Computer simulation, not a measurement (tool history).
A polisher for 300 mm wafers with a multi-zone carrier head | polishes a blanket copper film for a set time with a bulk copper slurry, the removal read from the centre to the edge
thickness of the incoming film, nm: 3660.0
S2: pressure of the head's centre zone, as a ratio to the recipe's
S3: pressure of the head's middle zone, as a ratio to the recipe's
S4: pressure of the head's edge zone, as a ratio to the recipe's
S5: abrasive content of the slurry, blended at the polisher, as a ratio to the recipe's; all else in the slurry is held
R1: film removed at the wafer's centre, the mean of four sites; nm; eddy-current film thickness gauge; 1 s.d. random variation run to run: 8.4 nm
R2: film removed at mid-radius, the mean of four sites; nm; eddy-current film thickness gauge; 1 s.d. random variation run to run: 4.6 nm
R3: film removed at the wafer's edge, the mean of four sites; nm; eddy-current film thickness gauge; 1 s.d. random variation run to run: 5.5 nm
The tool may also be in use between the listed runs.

Run 1, hour 0: flow of slurry (ml/min) 135, S2 1, S3 1, S4 1, S5 1, polishing time (s) 67. Result: R1 791.77 nm, R2 781.72 nm, R3 801.16 nm.
Run 2, hour 6.2: flow of slurry (ml/min) 125, S2 1.02, S3 0.99, S4 0.98, S5 1, polishing time (s) 67. Result: R1 797.68 nm, R2 751.14 nm, R3 778.59 nm.
Run 3, hour 7.8: flow of slurry (ml/min) 120, S2 1.04, S3 0.99, S4 0.96, S5 1, polishing time (s) 67. Result: R1 788.74 nm, R2 749.61 nm, R3 770.83 nm.
Run 4, hour 12.2: flow of slurry (ml/min) 115, S2 1.07, S3 0.98, S4 0.94, S5 1, polishing time (s) 67. Result: R1 816.92 nm, R2 730.51 nm, R3 743.88 nm.
Run 5, hour 16.6: flow of slurry (ml/min) 115, S2 1, S3 0.98, S4 0.94, S5 1, polishing time (s) 67. Result: R1 760.61 nm, R2 717.86 nm, R3 759.22 nm.
Run 6, hour 19.2: flow of slurry (ml/min) 115, S2 1.06, S3 0.98, S4 0.94, S5 1, polishing time (s) 67. Result: R1 808.18 nm, R2 734.28 nm, R3 755.42 nm.

What does the tool deliver on the next run?
Run 7, hour 21.5: flow of slurry (ml/min) 110, S2 1.07, S3 0.97, S4 0.93, S5 1, polishing time (s) 67. Result: R1 ?, R2 ?, R3 ?.

{"run 7": {"R1": 798.74, "R2": 713.93, "R3": 749.14}}
